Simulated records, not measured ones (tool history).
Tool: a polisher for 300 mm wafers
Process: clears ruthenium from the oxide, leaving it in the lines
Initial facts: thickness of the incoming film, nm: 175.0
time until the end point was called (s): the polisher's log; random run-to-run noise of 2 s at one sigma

run	hour	flow of slurry (ml/min)	pressure of the wafer on the pad (kPa)	speed of the pad under the wafer (m/s)	overpolish time after the end point (s)	time until the end point was called (s)
1	0.0	230	16.5	0.78	6	134.89
2	3.5	230	14.5	0.78	6	153.43
3	7.0	230	13.1	0.78	6	163.97
4	12.6	230	13.1	0.90	6	142.34
5	16.8	275	13.1	0.90	6	138.50
6	25.7	275	13.1	0.74	6	169.40
7	27.1	275	13.1	0.74	6	167.95
8	32.2	270	11.7	0.74	6	187.10

Predict the results of run 9:
9	37.5	265	11.0	0.74	6	?

For run 9 the tool returned time until the end point was called (s) 195.38.
